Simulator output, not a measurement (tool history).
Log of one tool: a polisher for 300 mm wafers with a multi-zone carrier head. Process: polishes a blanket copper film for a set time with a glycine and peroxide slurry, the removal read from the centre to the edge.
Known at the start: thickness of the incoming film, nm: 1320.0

run,hour,flow of slurry (ml/min),pressure of the head's centre zone,pressure of the head's middle zone,pressure of the head's edge zone,polishing time (s),film removed at the wafer's centre (Å),film removed at mid-radius (Å),film removed at the wafer's edge (Å)
1,0.0,210,1.00,1.00,1.00,75,5256.1,5145.4,5355.1
2,1.7,215,1.00,0.99,1.03,77,5301.5,5190.8,5545.6
3,2.5,180,1.00,0.99,1.03,77,5255.6,5019.7,5530.3
4,8.6,180,1.00,0.99,1.05,79,5425.2,5218.9,5658.1
5,14.4,155,1.00,0.99,1.05,79,5365.8,5047.9,5556.7
6,17.0,200,1.00,0.99,1.05,79,5445.5,5242.3,5846.9
7,23.6,210,1.01,1.00,1.07,79,5712.7,5327.5,5810.1
8,25.4,215,1.00,0.99,1.09,80,5639.5,5437.0,5930.0
9,26.3,220,1.00,0.98,1.10,82,5830.8,5481.3,6230.8
10,31.4,230,1.00,0.98,1.11,83,5909.9,5633.3,6416.1
11,36.8,240,1.00,0.98,1.12,83,5957.3,5702.7,6371.2
12,41.0,245,1.00,0.97,1.13,84,5936.3,5748.4,6574.8
13,49.9,250,1.00,0.96,1.14,84,5873.0,5648.4,6524.6

Run 14 comes next. What will it give?
14,54.2,250,1.00,0.96,1.15,85,?,?,?

Run 14 gave film removed at the wafer's centre (Å) 6130.1, film removed at mid-radius (Å) 5708.5, film removed at the wafer's edge (Å) 6548.4.
